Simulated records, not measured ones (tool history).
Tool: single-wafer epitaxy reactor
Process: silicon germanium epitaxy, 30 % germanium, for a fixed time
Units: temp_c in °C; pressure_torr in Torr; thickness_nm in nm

run	hour	temp_c	pressure_torr	thickness_nm
1	0.0	575	26.2	32.719
2	5.0	569	26.2	28.818
3	12.5	569	24.3	27.562
4	18.2	569	27.4	29.317
5	22.5	569	30.4	30.675
6	28.7	569	34.7	32.657
# hour 30.4: pyrometer calibrated
7	30.4	569	34.7	36.897
8	32.9	563	33.4	31.656

Forecast run 9:
9	33.6	559	30.3	?

Run 9 gave thickness_nm 27.729 nm.

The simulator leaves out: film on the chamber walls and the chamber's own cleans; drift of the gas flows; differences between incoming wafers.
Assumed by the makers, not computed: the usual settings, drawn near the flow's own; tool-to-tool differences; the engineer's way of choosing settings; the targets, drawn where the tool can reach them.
